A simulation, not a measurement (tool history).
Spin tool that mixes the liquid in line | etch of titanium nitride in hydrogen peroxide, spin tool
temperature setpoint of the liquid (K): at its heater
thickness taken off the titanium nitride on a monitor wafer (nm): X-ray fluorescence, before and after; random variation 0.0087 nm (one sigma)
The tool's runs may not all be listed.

| run | day | temperature setpoint of the liquid (K) | concentration of hydrogen peroxide in the mixed liquid (% by weight) | time under the liquid (s) | thickness taken off the titanium nitride on a monitor wafer (nm) |
|---|---|---|---|---|---|
| 1 | 0.000 | 322.15 | 22.5 | 40 | 3.2249 |
| 2 | 0.350 | 320.15 | 22.5 | 40 | 2.7948 |
| 3 | 0.533 | 318.15 | 22.5 | 40 | 2.4401 |
| 4 | 0.879 | 316.65 | 22.5 | 40 | 2.1496 |
| 5 | 1.038 | 315.65 | 22.5 | 40 | 2.0021 |
| 6 | 1.250 | 314.65 | 22.5 | 40 | 1.8587 |
| 7 | 1.508 | 309.65 | 22.5 | 40 | 1.2644 |

The next listed run, before its measurement:
| 8 | 1.833 | 310.15 | 22.5 | 40 | ? |

Run 8 gave thickness taken off the titanium nitride on a monitor wafer (nm) 1.2991.
